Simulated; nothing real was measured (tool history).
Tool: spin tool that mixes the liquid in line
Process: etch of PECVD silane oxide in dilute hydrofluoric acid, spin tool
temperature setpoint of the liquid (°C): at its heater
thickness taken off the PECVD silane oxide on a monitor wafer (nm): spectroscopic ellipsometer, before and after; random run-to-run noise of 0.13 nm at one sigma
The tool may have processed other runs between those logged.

run,day,temperature setpoint of the liquid (°C),parts of water to one part of 49 % hydrofluoric acid (parts by volume),time under the liquid (s),thickness taken off the PECVD silane oxide on a monitor wafer (nm)
1,0,21,270,315,18.832
2,0.029,21,270,315,18.898
3,0.217,22,255,315,20.989
4,0.296,22,325,315,15.479
5,0.525,23,305,315,17.338
6,0.742,23,360,315,13.973
7,0.792,23.5,335,315,15.649
8,0.938,24,310,315,17.612
9,1.129,24.5,290,315,19.612
10,1.492,25,270,315,21.709
11,1.771,25.5,255,315,23.776
12,2.012,26,240,315,26.1
13,2.083,26.5,230,315,28.072
14,2.192,27,220,315,30.228
15,2.479,27,210,315,32.146

Run 16 has not been measured yet. What should we expect?
# day 2.579: hydrofluoric acid flow meter replaced
16,2.579,27,205,315,?

thickness taken off the PECVD silane oxide on a monitor wafer (nm): 30.682
